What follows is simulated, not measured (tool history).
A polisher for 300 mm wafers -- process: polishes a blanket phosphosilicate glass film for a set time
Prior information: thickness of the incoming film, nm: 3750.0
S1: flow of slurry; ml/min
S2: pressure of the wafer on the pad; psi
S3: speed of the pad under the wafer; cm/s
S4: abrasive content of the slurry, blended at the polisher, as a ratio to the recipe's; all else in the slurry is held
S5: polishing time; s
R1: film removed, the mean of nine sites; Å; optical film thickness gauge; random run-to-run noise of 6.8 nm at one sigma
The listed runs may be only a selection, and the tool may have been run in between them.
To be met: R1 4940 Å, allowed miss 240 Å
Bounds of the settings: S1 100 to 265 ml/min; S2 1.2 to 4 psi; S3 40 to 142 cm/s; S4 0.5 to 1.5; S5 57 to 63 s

run 1 day=0 | S1=170 S2=2.6 S3=90 S4=1 S5=63 | R1=3766.3
run 2 day=0.283 | S1=155 S2=2.6 S3=90 S4=1 S5=63 | R1=3644.3
run 3 day=0.575 | S1=160 S2=2.7 S3=90 S4=1 S5=63 | R1=3783.3
run 4 day=0.758 | S1=160 S2=2.7 S3=90 S4=0.85 S5=63 | R1=3357
run 5 day=1 | S1=160 S2=2.5 S3=90 S4=0.85 S5=63 | R1=3099.8
-- day=1.183 slurry nozzle cleaned
run 6 day=1.183 | S1=160 S2=2.5 S3=90 S4=0.85 S5=57 | R1=2895.2
run 7 day=1.308 | S1=165 S2=3.2 S3=96 S4=0.85 S5=57 | R1=3910
run 8 day=1.358 | S1=170 S2=3.3 S3=96 S4=0.85 S5=57 | R1=4018.3
run 9 day=1.596 | S1=170 S2=3.4 S3=96 S4=0.85 S5=57 | R1=4107.9

5 next moves are on the table. One of them brings every result within its allowed miss. Which?
run A day=1.833 | S1=150 S2=3.6 S3=96 S4=0.7 S5=57 | R1=?
run B day=1.833 | S1=190 S2=3 S3=128 S4=0.75 S5=61 | R1=?
run C day=1.833 | S1=235 S2=3.8 S3=90 S4=0.9 S5=61 | R1=?
run D day=1.833 | S1=195 S2=4 S3=98 S4=0.6 S5=62 | R1=?
run E day=1.833 | S1=165 S2=2.7 S3=66 S4=1.2 S5=58 | R1=?

move=A R1=3439.9
move=B R1=4376.5
move=C R1=4901.9
move=D R1=3527.5
move=E R1=3121.4
A: lands further from the targets than the last run did
B: better than the last run, though not everything is in spec
C: hits every target within its allowed miss
D: lands further from the targets than the last run did
E: lands further from the targets than the last run did
Answer: C
